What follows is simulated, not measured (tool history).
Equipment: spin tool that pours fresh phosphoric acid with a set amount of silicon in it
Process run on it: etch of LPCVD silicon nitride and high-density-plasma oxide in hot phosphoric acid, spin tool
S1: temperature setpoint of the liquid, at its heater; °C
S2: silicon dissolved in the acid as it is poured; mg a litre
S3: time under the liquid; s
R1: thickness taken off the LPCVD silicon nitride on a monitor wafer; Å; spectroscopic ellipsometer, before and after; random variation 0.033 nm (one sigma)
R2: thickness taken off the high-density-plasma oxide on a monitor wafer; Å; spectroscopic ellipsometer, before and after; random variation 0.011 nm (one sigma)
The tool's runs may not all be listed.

run	hour	S1	S2	S3	R1	R2
1	0	159	23	135	120.15	1.4899
2	7.2	158.5	26	120	105.54	1.1011
3	16.2	160	26	120	110.43	1.1994
4	18.6	160	26	90	82.441	0.74928
5	20.3	160	13.5	90	82.255	1.4368
6	28.4	159	13.5	90	79.856	0.96876
7	33.4	158.5	15.5	90	78.257	1.1652
8	39.9	159	30.5	85	75.013	0.68477

Predict the results of run 9:
9	48.4	159	32	85	?	?

R1: 75.319 Å
R2: 0.66993 Å

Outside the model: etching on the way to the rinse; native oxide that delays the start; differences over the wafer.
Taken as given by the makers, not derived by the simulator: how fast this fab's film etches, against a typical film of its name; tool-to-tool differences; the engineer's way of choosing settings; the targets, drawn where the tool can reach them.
